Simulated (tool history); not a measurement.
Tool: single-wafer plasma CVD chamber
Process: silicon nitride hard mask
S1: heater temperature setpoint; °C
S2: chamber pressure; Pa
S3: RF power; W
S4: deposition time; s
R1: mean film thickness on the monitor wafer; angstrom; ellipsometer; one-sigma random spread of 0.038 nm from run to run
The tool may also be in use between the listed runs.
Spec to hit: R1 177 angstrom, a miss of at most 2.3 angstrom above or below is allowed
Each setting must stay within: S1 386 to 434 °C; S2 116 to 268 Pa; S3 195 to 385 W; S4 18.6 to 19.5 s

run	day	S1	S2	S3	S4	R1
1	0	410	192	290	19.5	230.89
2	0.175	410	179	280	19.5	220.3
3	0.533	401	179	280	19.5	220.3
4	0.792	401	179	240	19.5	198.12
5	0.958	401	179	240	18.6	188.9
6	1.329	401	172	240	18.6	186.4
7	1.638	401	167	240	18.6	183.75
8	1.8	401	164	240	18.6	182.37
9	1.904	401	161	240	18.6	181.21
10	1.983	401	160	240	18.6	180.75
11	2.067	401	159	240	18.6	180.33

4 next moves are on the table. One of them brings every result within its allowed miss. Which?
A	2.15	389	155	245	18.8	?
B	2.15	397	156	240	19.2	?
C	2.15	404	168	235	18.7	?
D	2.15	408	155	230	19.2	?

move	R1
A	183.35
B	184.57
C	182
D	177.39
A: lands further from the targets than the last run did
B: lands further from the targets than the last run did
C: lands further from the targets than the last run did
D: every result lands within tolerance
The right move is D.
